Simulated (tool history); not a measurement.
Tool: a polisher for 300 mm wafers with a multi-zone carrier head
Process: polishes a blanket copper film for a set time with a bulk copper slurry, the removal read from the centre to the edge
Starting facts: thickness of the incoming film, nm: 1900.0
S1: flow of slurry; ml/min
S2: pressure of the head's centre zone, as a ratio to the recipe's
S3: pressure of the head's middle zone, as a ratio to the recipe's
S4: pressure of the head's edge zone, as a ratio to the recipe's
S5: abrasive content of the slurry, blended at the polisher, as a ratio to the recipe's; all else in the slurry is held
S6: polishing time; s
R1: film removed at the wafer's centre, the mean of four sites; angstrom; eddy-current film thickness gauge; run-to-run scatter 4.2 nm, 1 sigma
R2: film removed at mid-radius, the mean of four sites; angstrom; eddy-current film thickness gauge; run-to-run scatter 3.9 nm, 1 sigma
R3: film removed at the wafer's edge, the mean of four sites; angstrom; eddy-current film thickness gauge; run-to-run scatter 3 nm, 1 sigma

| run | hour | S1 | S2 | S3 | S4 | S5 | S6 | R1 | R2 | R3 |
|---|---|---|---|---|---|---|---|---|---|---|
| 1 | 0.0 | 220 | 1.00 | 1.00 | 1.00 | 1.00 | 59 | 5546.3 | 5544.4 | 5406.9 |
| 2 | 2.6 | 215 | 1.00 | 0.98 | 0.98 | 0.90 | 56 | 5049.9 | 5157.0 | 5002.1 |
| 3 | 10.3 | 215 | 1.00 | 0.98 | 1.06 | 0.90 | 56 | 5113.5 | 5144.0 | 5166.2 |
| 4 | 15.9 | 215 | 1.03 | 0.98 | 1.06 | 0.90 | 56 | 5192.1 | 5083.0 | 5184.8 |
| 5 | 16.5 | 215 | 0.97 | 0.98 | 1.06 | 0.90 | 56 | 4955.2 | 5250.1 | 5242.1 |
| 6 | 22.9 | 210 | 0.99 | 0.96 | 1.03 | 0.85 | 53 | 4752.7 | 4785.8 | 4838.6 |
| 7 | 27.6 | 210 | 0.99 | 0.96 | 1.03 | 0.85 | 53 | 4731.7 | 4673.3 | 4842.2 |

What will run 8 give?
| 8 | 30.1 | 210 | 1.00 | 0.96 | 1.01 | 0.80 | 50 | ? | ? | ? |

R1: 4422.6 angstrom
R2: 4464.9 angstrom
R3: 4416.5 angstrom
